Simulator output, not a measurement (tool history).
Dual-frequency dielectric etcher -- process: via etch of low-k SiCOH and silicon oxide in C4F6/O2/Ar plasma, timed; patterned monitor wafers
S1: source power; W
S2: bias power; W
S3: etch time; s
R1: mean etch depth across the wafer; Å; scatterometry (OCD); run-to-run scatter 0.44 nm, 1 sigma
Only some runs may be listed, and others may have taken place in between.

{"run": 1, "day": 0.0, "S1": 310, "S2": 134, "S3": 31.5, "R1": 746.04}
{"run": 2, "day": 0.167, "S1": 340, "S2": 137, "S3": 31.5, "R1": 768.1}
{"run": 3, "day": 0.196, "S1": 340, "S2": 137, "S3": 31.5, "R1": 779.68}
{"run": 4, "day": 0.504, "S1": 340, "S2": 126, "S3": 31.5, "R1": 759.38}
{"run": 5, "day": 0.692, "S1": 360, "S2": 126, "S3": 31.5, "R1": 774.84}
{"run": 6, "day": 0.721, "S1": 380, "S2": 132, "S3": 31.5, "R1": 799.85}

For run 7, what comes out?
{"run": 7, "day": 0.758, "S1": 400, "S2": 137, "S3": 31.5, "R1": "?"}

R1: 819.03 Å
